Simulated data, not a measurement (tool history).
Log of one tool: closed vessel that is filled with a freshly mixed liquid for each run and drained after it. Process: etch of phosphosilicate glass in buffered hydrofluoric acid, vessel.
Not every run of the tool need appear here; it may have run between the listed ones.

run    day  temperature setpoint of the liquid (C)  parts of 40 % ammonium fluoride to one part of 49 % hydrofluoric acid (parts by volume)  time in the liquid (s)  thickness taken off the phosphosilicate glass on a monitor wafer (angstrom)
  1  0.000                                    21.0                                                                                     16.0                      30                                                                       933.23
  2  0.075                                    22.0                                                                                     15.5                      30                                                                      1013.90
  3  0.300                                    22.0                                                                                     12.5                      30                                                                      1261.10
  4  0.396                                    22.0                                                                                      8.0                      30                                                                      1903.00
  5  0.679                                    21.5                                                                                      8.0                      30                                                                      1830.60
  6  0.708                                    21.5                                                                                      8.0                      30                                                                      1844.10
  7  0.938                                    21.0                                                                                      8.0                      30                                                                      1801.10
  8  1.125                                    20.5                                                                                      8.0                      30                                                                      1744.20

Estimate the outcome of run 9 from the log above:
  9  1.412                                    19.0                                                                                      8.0                      30                                                                            ?

thickness taken off the phosphosilicate glass on a monitor wafer (angstrom): 1601.30
